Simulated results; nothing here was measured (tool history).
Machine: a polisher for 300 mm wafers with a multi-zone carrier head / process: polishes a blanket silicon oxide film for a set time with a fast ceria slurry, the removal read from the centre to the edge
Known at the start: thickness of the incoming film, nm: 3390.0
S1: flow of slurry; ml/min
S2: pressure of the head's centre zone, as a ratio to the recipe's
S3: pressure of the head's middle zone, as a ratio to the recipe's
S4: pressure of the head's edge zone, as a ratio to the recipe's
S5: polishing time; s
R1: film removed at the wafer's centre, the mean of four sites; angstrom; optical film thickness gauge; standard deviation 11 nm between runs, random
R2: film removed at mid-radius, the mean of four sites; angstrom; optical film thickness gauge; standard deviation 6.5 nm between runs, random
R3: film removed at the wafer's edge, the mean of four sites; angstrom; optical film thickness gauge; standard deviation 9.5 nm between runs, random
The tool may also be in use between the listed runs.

run,day,S1,S2,S3,S4,S5,R1,R2,R3
1,0.000,165,1.00,1.00,1.00,53,14736.0,13271.0,13391.0
2,0.250,155,0.98,1.01,0.97,47,12647.0,11813.0,11615.0
3,0.625,150,0.97,1.02,0.95,42,11116.0,10531.0,10390.0
4,0.954,130,0.97,1.02,0.95,42,10855.0,10269.0,10002.0
5,1.329,130,0.97,1.02,0.95,55,14339.0,13387.0,13091.0
6,1.629,130,1.05,1.02,0.95,55,15787.0,13184.0,13310.0
7,1.821,130,1.02,1.03,0.93,49,13137.0,12070.0,11743.0
8,2.025,130,1.02,1.04,0.91,44,11758.0,10809.0,10322.0
9,2.258,130,1.01,1.04,0.89,41,10949.0,10163.0,9525.5
10,2.488,130,0.99,1.04,0.88,38,10002.0,9378.8,8505.8
11,2.846,125,0.96,1.03,0.88,37,9414.8,9030.0,8467.8
12,3.121,125,0.96,1.03,0.88,37,9221.2,8989.9,8544.0
13,3.158,130,0.95,1.04,0.87,35,9006.4,8715.2,7670.8
14,3.379,125,0.93,1.03,0.87,35,8609.2,8409.1,7724.2
15,3.733,120,0.91,1.03,0.86,35,8350.7,8465.9,7613.6
# day 4.079: centre zone pressure recalibrated
16,4.079,120,0.90,1.02,0.85,35,7402.0,8416.2,7900.4
17,4.392,120,0.91,1.02,0.85,34,7320.6,8159.2,7541.9
18,4.692,115,0.97,1.03,0.81,30,6801.1,7069.5,6352.8
19,4.879,120,0.96,1.03,0.82,30,6763.0,7219.9,6443.9
20,4.912,125,0.95,1.03,0.83,30,7053.3,7294.3,6508.8

Run 21 has not been measured yet. What should we expect?
21,5.083,140,0.91,1.06,0.88,31,?,?,?

Run 21 measured R1 7052.4 angstrom, R2 8009.2 angstrom, R3 7197.2 angstrom.
